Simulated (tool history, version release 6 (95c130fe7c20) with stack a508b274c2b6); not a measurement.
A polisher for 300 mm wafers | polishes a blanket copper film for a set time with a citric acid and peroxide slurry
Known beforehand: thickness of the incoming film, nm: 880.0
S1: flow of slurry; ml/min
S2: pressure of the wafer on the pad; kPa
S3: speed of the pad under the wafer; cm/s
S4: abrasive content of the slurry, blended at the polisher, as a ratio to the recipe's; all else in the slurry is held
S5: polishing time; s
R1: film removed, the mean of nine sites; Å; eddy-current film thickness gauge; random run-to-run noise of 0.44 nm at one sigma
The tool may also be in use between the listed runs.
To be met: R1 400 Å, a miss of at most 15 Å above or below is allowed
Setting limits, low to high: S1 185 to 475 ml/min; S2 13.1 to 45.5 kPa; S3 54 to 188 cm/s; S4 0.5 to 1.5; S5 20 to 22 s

run 1 hour=0 | S1=305 S2=29 S3=120 S4=1 S5=22 | R1=796.88
run 2 hour=2.4 | S1=305 S2=24.8 S3=116 S4=1 S5=22 | R1=672.87
run 3 hour=4.5 | S1=305 S2=22.1 S3=112 S4=1 S5=22 | R1=576.22
run 4 hour=5 | S1=265 S2=22.1 S3=112 S4=1 S5=22 | R1=567.11
run 5 hour=13.6 | S1=265 S2=22.1 S3=126 S4=1 S5=22 | R1=638.67
run 6 hour=21.5 | S1=265 S2=20 S3=122 S4=1 S5=22 | R1=559.31
run 7 hour=24.6 | S1=260 S2=17.9 S3=120 S4=1 S5=22 | R1=495.67
run 8 hour=32.7 | S1=255 S2=13.1 S3=118 S4=1 S5=22 | R1=366.41
run 9 hour=38 | S1=255 S2=13.8 S3=118 S4=1 S5=22 | R1=380.51

Exactly one of the 5 candidate moves below puts every result within its allowed miss. Which one?
run A hour=43.3 | S1=245 S2=14.5 S3=120 S4=0.95 S5=22 | R1=?
run B hour=43.3 | S1=250 S2=13.1 S3=118 S4=0.95 S5=22 | R1=?
run C hour=43.3 | S1=305 S2=16.5 S3=100 S4=0.7 S5=22 | R1=?
run D hour=43.3 | S1=220 S2=17.2 S3=94 S4=0.95 S5=21 | R1=?
run E hour=43.3 | S1=260 S2=14.5 S3=112 S4=0.95 S5=21 | R1=?

move=A R1=404.56
move=B R1=363.14
move=C R1=375.17
move=D R1=356.66
move=E R1=363.62
A: every result within its allowed miss
B: its largest miss is bigger than the last run's
C: its largest miss is bigger than the last run's
D: its largest miss is bigger than the last run's
E: its largest miss is bigger than the last run's
A is the move that brings every result within its allowed miss.
